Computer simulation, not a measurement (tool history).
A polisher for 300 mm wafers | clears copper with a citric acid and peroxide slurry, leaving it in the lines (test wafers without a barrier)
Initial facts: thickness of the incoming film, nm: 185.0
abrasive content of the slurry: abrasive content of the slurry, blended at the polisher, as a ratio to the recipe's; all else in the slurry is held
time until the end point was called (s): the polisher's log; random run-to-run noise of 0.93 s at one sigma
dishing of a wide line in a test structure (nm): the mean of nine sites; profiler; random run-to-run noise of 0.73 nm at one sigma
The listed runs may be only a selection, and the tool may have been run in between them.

| run | hour | flow of slurry (ml/min) | pressure of the wafer on the pad (psi) | speed of the pad under the wafer (m/s) | abrasive content of the slurry | overpolish time after the end point (s) | time until the end point was called (s) | dishing of a wide line in a test structure (nm) |
|---|---|---|---|---|---|---|---|---|
| 1 | 0.0 | 145 | 3.2 | 0.88 | 1.0 | 9 | 104.950 | 13.235 |
| 2 | 3.1 | 145 | 3.3 | 0.88 | 1.0 | 10 | 102.500 | 15.520 |
| 3 | 4.6 | 145 | 3.4 | 0.88 | 1.0 | 10 | 101.700 | 16.129 |
| 4 | 13.4 | 145 | 3.5 | 0.88 | 1.0 | 10 | 98.871 | 16.759 |
| 5 | 18.0 | 125 | 3.5 | 0.88 | 1.0 | 10 | 102.600 | 16.408 |
| 6 | 23.3 | 130 | 3.6 | 0.88 | 1.0 | 10 | 95.244 | 17.659 |
| 7 | 31.4 | 130 | 3.7 | 0.88 | 1.0 | 10 | 96.032 | 17.022 |
| 8 | 35.4 | 130 | 3.8 | 0.88 | 1.0 | 10 | 93.160 | 17.308 |

Estimate the outcome of run 9 from the log above:
| 9 | 42.0 | 130 | 3.8 | 0.88 | 1.0 | 10 | ? | ? |

time until the end point was called (s): 92.980
dishing of a wide line in a test structure (nm): 17.394
